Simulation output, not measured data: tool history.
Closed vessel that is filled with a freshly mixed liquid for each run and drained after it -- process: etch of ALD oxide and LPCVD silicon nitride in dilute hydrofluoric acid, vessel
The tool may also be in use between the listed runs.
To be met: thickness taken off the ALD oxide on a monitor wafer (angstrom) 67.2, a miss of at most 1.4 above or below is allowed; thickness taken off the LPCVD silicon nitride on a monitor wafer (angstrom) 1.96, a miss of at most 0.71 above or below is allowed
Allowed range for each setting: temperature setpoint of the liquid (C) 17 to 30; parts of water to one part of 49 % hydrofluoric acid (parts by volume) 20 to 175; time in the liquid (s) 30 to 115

run    day  temperature setpoint of the liquid (C)  parts of water to one part of 49 % hydrofluoric acid (parts by volume)  time in the liquid (s)  thickness taken off the ALD oxide on a monitor wafer (angstrom)  thickness taken off the LPCVD silicon nitride on a monitor wafer (angstrom)
  1      0                                      22                                                                      95                      60                                                           115.45                                                                        3.778
  2  0.142                                      22                                                                      95                      40                                                           76.099                                                                       3.1726
  3  0.342                                      21                                                                      95                      40                                                           73.168                                                                       2.3504
  4  0.588                                      21                                                                      80                      40                                                           89.451                                                                       2.7801
  5  0.712                                    20.5                                                                      85                      40                                                            81.68                                                                       2.4681
  6  0.908                                    18.5                                                                      85                      40                                                            75.34                                                                       2.2933
  7  0.992                                      18                                                                      85                      40                                                           73.196                                                                       2.1204
  8  1.067                                    17.5                                                                      85                      40                                                           72.079                                                                       2.4174
     1.317  -- thermometer replaced
  9  1.317                                    17.5                                                                      90                      40                                                           62.475                                                                        1.992

Exercise: of the 4 proposed moves below, exactly one satisfies all targets within the stated allowed misses. Which move is it?
  A  1.567                                      18                                                                     105                      50                                                                ?                                                                            ?
  B  1.567                                      18                                                                     100                      45                                                                ?                                                                            ?
  C  1.567                                      17                                                                      60                      30                                                                ?                                                                            ?
  D  1.567                                    17.5                                                                     100                      50                                                                ?                                                                            ?

move  thickness taken off the ALD oxide on a monitor wafer (angstrom)  thickness taken off the LPCVD silicon nitride on a monitor wafer (angstrom)
   A                                                           67.422                                                                       1.9246
   B                                                           64.053                                                                       1.8162
   C                                                           71.231                                                                       1.8533
   D                                                           69.694                                                                       1.9492
A: all results in spec
B: gains on the last run, yet a result remains outside its allowed miss
C: moves the result that the last run missed by most past its target, out the other side
D: moves the result that the last run missed by most past its target, out the other side
The right move is A.
